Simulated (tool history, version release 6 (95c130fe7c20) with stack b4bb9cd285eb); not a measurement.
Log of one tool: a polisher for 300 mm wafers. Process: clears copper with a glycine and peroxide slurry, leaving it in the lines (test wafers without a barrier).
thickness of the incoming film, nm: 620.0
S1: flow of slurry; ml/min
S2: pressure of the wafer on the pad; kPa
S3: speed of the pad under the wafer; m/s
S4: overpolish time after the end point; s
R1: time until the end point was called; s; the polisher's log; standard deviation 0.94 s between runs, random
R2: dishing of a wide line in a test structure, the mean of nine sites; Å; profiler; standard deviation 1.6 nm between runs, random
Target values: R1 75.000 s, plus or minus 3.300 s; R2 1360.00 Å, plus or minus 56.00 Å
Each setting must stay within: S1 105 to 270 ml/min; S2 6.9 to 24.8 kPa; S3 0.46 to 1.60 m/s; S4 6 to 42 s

{"run": 1, "hour": 0.0, "S1": 175, "S2": 15.9, "S3": 1.02, "S4": 21, "R1": 100.92, "R2": 792.63}
{"run": 2, "hour": 7.0, "S1": 210, "S2": 15.9, "S3": 1.02, "S4": 21, "R1": 96.284, "R2": 799.98}
{"run": 3, "hour": 15.0, "S1": 210, "S2": 15.9, "S3": 1.26, "S4": 21, "R1": 80.809, "R2": 881.56}
{"run": 4, "hour": 20.3, "S1": 200, "S2": 16.5, "S3": 1.24, "S4": 23, "R1": 79.968, "R2": 1000.2}
{"run": 5, "hour": 21.3, "S1": 170, "S2": 16.5, "S3": 1.24, "S4": 23, "R1": 82.726, "R2": 949.19}
{"run": 6, "hour": 23.8, "S1": 170, "S2": 16.5, "S3": 1.24, "S4": 17, "R1": 81.659, "R2": 759.39}
{"run": 7, "hour": 30.1, "S1": 165, "S2": 17.9, "S3": 1.22, "S4": 20, "R1": 79.156, "R2": 905.43}
{"run": 8, "hour": 31.8, "S1": 165, "S2": 18.6, "S3": 1.18, "S4": 22, "R1": 77.588, "R2": 967.72}
{"run": 9, "hour": 36.9, "S1": 165, "S2": 18.6, "S3": 1.18, "S4": 24, "R1": 77.669, "R2": 1032.1}
{"run": 10, "hour": 43.2, "S1": 165, "S2": 18.6, "S3": 1.18, "S4": 26, "R1": 76.332, "R2": 1096.0}
{"run": 11, "hour": 46.0, "S1": 165, "S2": 18.6, "S3": 1.18, "S4": 28, "R1": 76.982, "R2": 1152.5}
{"run": 12, "hour": 49.2, "S1": 170, "S2": 18.6, "S3": 1.18, "S4": 29, "R1": 77.009, "R2": 1194.0}
{"run": 13, "hour": 53.8, "S1": 170, "S2": 19.3, "S3": 1.16, "S4": 32, "R1": 75.171, "R2": 1279.3}

Next run, 5 choices. One meets every target within its allowed miss, the rest don't. Which?
{"run": "A", "hour": 58.4, "S1": 175, "S2": 18.6, "S3": 1.24, "S4": 29, "R1": "?", "R2": "?"}
{"run": "B", "hour": 58.4, "S1": 160, "S2": 18.6, "S3": 1.24, "S4": 32, "R1": "?", "R2": "?"}
{"run": "C", "hour": 58.4, "S1": 155, "S2": 17.9, "S3": 1.2, "S4": 31, "R1": "?", "R2": "?"}
{"run": "D", "hour": 58.4, "S1": 185, "S2": 19.3, "S3": 1.18, "S4": 34, "R1": "?", "R2": "?"}
{"run": "E", "hour": 58.4, "S1": 145, "S2": 20.7, "S3": 1.26, "S4": 32, "R1": "?", "R2": "?"}

move=A R1=76.222 R2=1215.40
move=B R1=77.409 R2=1278.80
move=C R1=82.635 R2=1201.50
move=D R1=76.388 R2=1345.70
move=E R1=71.099 R2=1361.60
A: misses by more than the last run did
B: about as far from the targets as the last run
C: misses by more than the last run did
D: every result within its allowed miss
E: puts the biggest miss on target and leaves a different result outside tolerance
Correct choice: D, which meets every target
